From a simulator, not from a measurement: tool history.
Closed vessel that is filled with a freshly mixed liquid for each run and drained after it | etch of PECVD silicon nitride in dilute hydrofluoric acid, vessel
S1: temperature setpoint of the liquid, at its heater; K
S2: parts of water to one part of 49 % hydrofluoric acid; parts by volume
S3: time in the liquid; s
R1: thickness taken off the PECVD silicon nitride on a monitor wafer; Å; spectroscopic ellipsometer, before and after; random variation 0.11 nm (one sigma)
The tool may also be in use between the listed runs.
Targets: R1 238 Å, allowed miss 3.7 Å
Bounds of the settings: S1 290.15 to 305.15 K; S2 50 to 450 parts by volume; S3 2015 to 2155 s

run  hour      S1   S2    S3      R1
  1     0  297.15  250  2015  260.64
  2   2.6  296.65  250  2015  252.77
  3  11.2  296.15  250  2015  243.56
  4  17.8  296.15  290  2015  212.44
  5  25.4  296.15  375  2015  163.56
  6  30.5  297.65  375  2015   180.2
  7  39.1  298.65  375  2015  190.71
  8  45.6  299.65  375  2015  201.11
     49.1  -- hydrofluoric acid flow meter replaced
  9  49.1  300.15  375  2015  231.41

Which of these 5 next moves meets every target?
  A  52.6  299.65  395  2150   ?
  B  52.6  298.65  365  2095   ?
  C  52.6  301.65  440  2120   ?
  D  52.6  300.15  405  2150   ?
  E  52.6  300.65  395  2100   ?

move      R1
   A   228.7
   B  227.59
   C  226.37
   D  229.49
   E  236.57
A: further off than the last run
B: further off than the last run
C: further off than the last run
D: further off than the last run
E: meets every target
Answer: E

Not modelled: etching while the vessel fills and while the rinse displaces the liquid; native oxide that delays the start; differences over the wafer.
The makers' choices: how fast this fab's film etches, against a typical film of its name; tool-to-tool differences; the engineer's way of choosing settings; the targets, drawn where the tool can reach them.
